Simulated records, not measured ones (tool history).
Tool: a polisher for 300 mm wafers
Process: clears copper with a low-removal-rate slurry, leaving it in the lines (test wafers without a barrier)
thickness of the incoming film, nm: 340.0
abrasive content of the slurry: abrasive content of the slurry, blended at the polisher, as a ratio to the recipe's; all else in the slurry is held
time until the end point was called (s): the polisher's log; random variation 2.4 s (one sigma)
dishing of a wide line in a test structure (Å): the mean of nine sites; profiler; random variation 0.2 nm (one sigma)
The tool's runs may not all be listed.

| run | hour | flow of slurry (ml/min) | pressure of the wafer on the pad (psi) | speed of the pad under the wafer (cm/s) | abrasive content of the slurry | overpolish time after the end point (s) | time until the end point was called (s) | dishing of a wide line in a test structure (Å) |
|---|---|---|---|---|---|---|---|---|
| 1 | 0.0 | 245 | 2.4 | 106 | 1.0 | 14 | 138.000 | 236.40 |
| 2 | 2.2 | 245 | 2.4 | 124 | 1.0 | 14 | 117.610 | 274.36 |
| 3 | 5.8 | 245 | 2.7 | 124 | 1.0 | 14 | 104.380 | 298.77 |
| 4 | 6.5 | 245 | 2.7 | 144 | 1.0 | 14 | 89.280 | 345.37 |
| 5 | 13.6 | 245 | 2.6 | 140 | 1.0 | 13 | 97.047 | 299.27 |
| 6 | 21.3 | 245 | 2.5 | 138 | 1.0 | 12 | 101.910 | 266.17 |
| 7 | 28.2 | 245 | 2.4 | 136 | 1.0 | 11 | 107.850 | 230.85 |
| 8 | 29.6 | 245 | 2.3 | 134 | 1.0 | 10 | 113.280 | 197.77 |
| 9 | 36.9 | 245 | 2.2 | 134 | 1.0 | 10 | 119.140 | 195.44 |

Forecast run 10:
| 10 | 40.4 | 245 | 2.1 | 134 | 1.0 | 9 | ? | ? |

{"run 10": {"time until the end point was called (s)": 123.7, "dishing of a wide line in a test structure (Å)": 173.5}}
